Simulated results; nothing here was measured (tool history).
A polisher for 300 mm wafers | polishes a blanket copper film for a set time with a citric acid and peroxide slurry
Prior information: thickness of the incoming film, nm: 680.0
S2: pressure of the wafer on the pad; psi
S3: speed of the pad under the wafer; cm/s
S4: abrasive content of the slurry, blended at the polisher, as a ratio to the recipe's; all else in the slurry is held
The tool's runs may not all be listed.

Run 1, hour 0: flow of slurry (ml/min) 225, S2 3.9 psi, S3 76 cm/s, S4 1, polishing time (s) 64. Result: film removed (Å) 1459.
Run 2, hour 5.1: flow of slurry (ml/min) 220, S2 3.4 psi, S3 70 cm/s, S4 1, polishing time (s) 64. Result: film removed (Å) 1213.3.
Run 3, hour 10.8: flow of slurry (ml/min) 220, S2 3.4 psi, S3 70 cm/s, S4 1.1, polishing time (s) 64. Result: film removed (Å) 1219.2.
Run 4, hour 14.7: flow of slurry (ml/min) 215, S2 3 psi, S3 64 cm/s, S4 1.1, polishing time (s) 64. Result: film removed (Å) 1015.
Run 5, hour 22.2: flow of slurry (ml/min) 210, S2 2.7 psi, S3 60 cm/s, S4 1.1, polishing time (s) 64. Result: film removed (Å) 885.39.
Run 6, hour 27.5: flow of slurry (ml/min) 205, S2 2.5 psi, S3 58 cm/s, S4 1.1, polishing time (s) 64. Result: film removed (Å) 797.88.
Run 7, hour 28.5: flow of slurry (ml/min) 195, S2 2.3 psi, S3 58 cm/s, S4 1.1, polishing time (s) 64. Result: film removed (Å) 733.43.
Run 8, hour 37: flow of slurry (ml/min) 155, S2 1.8 psi, S3 58 cm/s, S4 1.1, polishing time (s) 64. Result: film removed (Å) 557.23.
Run 9, hour 37.8: flow of slurry (ml/min) 165, S2 1.8 psi, S3 58 cm/s, S4 1.1, polishing time (s) 64. Result: film removed (Å) 566.95.
Run 10, hour 40.3: flow of slurry (ml/min) 170, S2 1.8 psi, S3 58 cm/s, S4 1.1, polishing time (s) 64. Result: film removed (Å) 573.01.

What will run 11 give?
Run 11, hour 43.1: flow of slurry (ml/min) 175, S2 1.8 psi, S3 58 cm/s, S4 1.1, polishing time (s) 64. Result: film removed (Å) ?.

Run 11 yielded film removed (Å) 565.39.
